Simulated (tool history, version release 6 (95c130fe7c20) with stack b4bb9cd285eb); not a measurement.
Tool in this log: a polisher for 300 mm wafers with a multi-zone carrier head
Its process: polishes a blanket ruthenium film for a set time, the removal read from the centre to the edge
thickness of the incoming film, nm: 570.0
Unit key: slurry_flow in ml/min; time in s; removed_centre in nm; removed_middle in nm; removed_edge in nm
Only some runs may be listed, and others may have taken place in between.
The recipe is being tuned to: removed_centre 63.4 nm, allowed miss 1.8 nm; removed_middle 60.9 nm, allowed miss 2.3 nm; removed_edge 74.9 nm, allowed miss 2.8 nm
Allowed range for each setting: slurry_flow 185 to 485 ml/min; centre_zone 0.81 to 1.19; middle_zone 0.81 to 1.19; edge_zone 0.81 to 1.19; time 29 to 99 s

| run | hour | slurry_flow | centre_zone | middle_zone | edge_zone | time | removed_centre | removed_middle | removed_edge |
|---|---|---|---|---|---|---|---|---|---|
| 1 | 0 | 310 | 1 | 1 | 1 | 64 | 80.961 | 79.712 | 81.178 |
| 2 | 4.2 | 300 | 0.96 | 0.95 | 1.01 | 62 | 74.691 | 72.113 | 79.43 |
| 3 | 9.9 | 300 | 1.02 | 0.95 | 1.01 | 62 | 79.056 | 74.383 | 79.661 |
| 4 | 16.8 | 300 | 1.02 | 1.03 | 1.01 | 62 | 79.515 | 79.397 | 78.354 |
| 5 | 23.2 | 290 | 0.97 | 0.98 | 1 | 61 | 73.553 | 73.515 | 78.061 |
| 6 | 32 | 290 | 0.95 | 0.94 | 0.99 | 60 | 71.623 | 70.452 | 74.649 |
| 7 | 39.7 | 285 | 0.92 | 0.91 | 1 | 60 | 69.964 | 68.478 | 76.094 |
| 8 | 46.4 | 280 | 0.9 | 0.88 | 1.01 | 59 | 66.647 | 65.432 | 76.043 |
| 9 | 49.1 | 275 | 0.89 | 0.86 | 1.01 | 59 | 65.301 | 64.219 | 75.761 |
| 10 | 49.8 | 270 | 0.89 | 0.85 | 1.01 | 59 | 65.619 | 64.37 | 75.656 |

5 next moves are on the table. One of them brings every result within its allowed miss. Which?
| A | 50.5 | 215 | 0.9 | 0.88 | 0.91 | 55 | ? | ? | ? |
| B | 50.5 | 265 | 0.94 | 0.82 | 1.02 | 58 | ? | ? | ? |
| C | 50.5 | 280 | 0.99 | 0.81 | 1.03 | 54 | ? | ? | ? |
| D | 50.5 | 190 | 0.88 | 0.81 | 1.01 | 60 | ? | ? | ? |
| E | 50.5 | 190 | 0.81 | 0.91 | 1.19 | 60 | ? | ? | ? |

| move | removed_centre | removed_middle | removed_edge |
|---|---|---|---|
| A | 60.555 | 60.934 | 66.434 |
| B | 67.981 | 61.667 | 74.485 |
| C | 66.999 | 57.07 | 69.876 |
| D | 63.77 | 61.43 | 75.129 |
| E | 58.695 | 67.616 | 80.724 |
A: puts the biggest miss on target and leaves a different result outside tolerance
B: puts the biggest miss on target and leaves a different result outside tolerance
C: the result that was furthest off in the last run now lies on the other side of its target
D: in spec on every target
E: misses by more than the last run did
Answer: D
